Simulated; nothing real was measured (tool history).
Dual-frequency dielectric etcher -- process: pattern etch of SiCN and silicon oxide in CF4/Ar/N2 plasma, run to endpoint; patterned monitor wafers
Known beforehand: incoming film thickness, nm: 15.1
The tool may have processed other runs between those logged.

{"run": 1, "hour": 0.0, "source power (W)": 360, "bias power (W)": 87, "Ar flow (sccm)": 106, "CF4 flow (sccm)": 58, "endpoint time (s)": 19.231}
{"run": 2, "hour": 3.3, "source power (W)": 420, "bias power (W)": 87, "Ar flow (sccm)": 106, "CF4 flow (sccm)": 58, "endpoint time (s)": 17.124}
{"run": 3, "hour": 4.7, "source power (W)": 420, "bias power (W)": 101, "Ar flow (sccm)": 106, "CF4 flow (sccm)": 58, "endpoint time (s)": 16.08}
{"run": 4, "hour": 6.1, "source power (W)": 420, "bias power (W)": 92, "Ar flow (sccm)": 106, "CF4 flow (sccm)": 58, "endpoint time (s)": 16.729}
{"run": 5, "hour": 7.0, "source power (W)": 380, "bias power (W)": 92, "Ar flow (sccm)": 106, "CF4 flow (sccm)": 58, "endpoint time (s)": 18.022}
{"run": 6, "hour": 12.4, "source power (W)": 350, "bias power (W)": 91, "Ar flow (sccm)": 106, "CF4 flow (sccm)": 58, "endpoint time (s)": 19.38}
{"run": 7, "hour": 17.0, "source power (W)": 330, "bias power (W)": 90, "Ar flow (sccm)": 106, "CF4 flow (sccm)": 58, "endpoint time (s)": 20.655}

For run 8, what comes out?
{"run": 8, "hour": 21.7, "source power (W)": 280, "bias power (W)": 88, "Ar flow (sccm)": 106, "CF4 flow (sccm)": 58, "endpoint time (s)": "?"}

Run 8 yielded endpoint time (s) 24.054.
